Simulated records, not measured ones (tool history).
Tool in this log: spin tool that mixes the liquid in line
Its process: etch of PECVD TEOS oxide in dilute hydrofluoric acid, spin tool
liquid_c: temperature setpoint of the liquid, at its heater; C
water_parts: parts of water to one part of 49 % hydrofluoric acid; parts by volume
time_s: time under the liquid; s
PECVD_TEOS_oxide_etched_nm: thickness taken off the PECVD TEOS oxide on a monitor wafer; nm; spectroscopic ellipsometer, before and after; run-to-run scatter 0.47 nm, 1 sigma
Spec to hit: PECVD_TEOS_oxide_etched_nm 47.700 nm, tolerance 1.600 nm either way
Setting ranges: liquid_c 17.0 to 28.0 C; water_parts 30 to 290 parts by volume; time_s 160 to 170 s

run,day,liquid_c,water_parts,time_s,PECVD_TEOS_oxide_etched_nm
1,0.000,20.0,160,160,11.626
2,0.192,20.0,160,170,12.359
3,0.300,20.0,160,160,11.571
4,0.554,22.0,160,160,12.430
5,0.579,23.5,130,160,16.675
6,0.712,23.5,80,160,29.200
7,0.771,24.5,70,160,35.394
8,1.142,25.0,65,160,38.385
9,1.429,25.5,65,160,40.284
10,1.800,26.0,65,160,39.991
11,2.017,26.5,65,160,42.023
12,2.342,27.0,65,160,41.897

Consider the 4 candidate settings below. Which is the only one whose results all fall within their allowed miss of target?
A,2.667,26.5,75,160,?
B,2.667,28.0,60,160,?
C,2.667,28.0,70,165,?
D,2.667,24.5,60,170,?

move,PECVD_TEOS_oxide_etched_nm
A,35.511
B,48.098
C,41.912
D,44.414
A: the biggest miss grows against the last run
B: hits every target within its allowed miss
C: no better and no worse than the last run
D: nearer than the last run, and not there yet
Answer: B
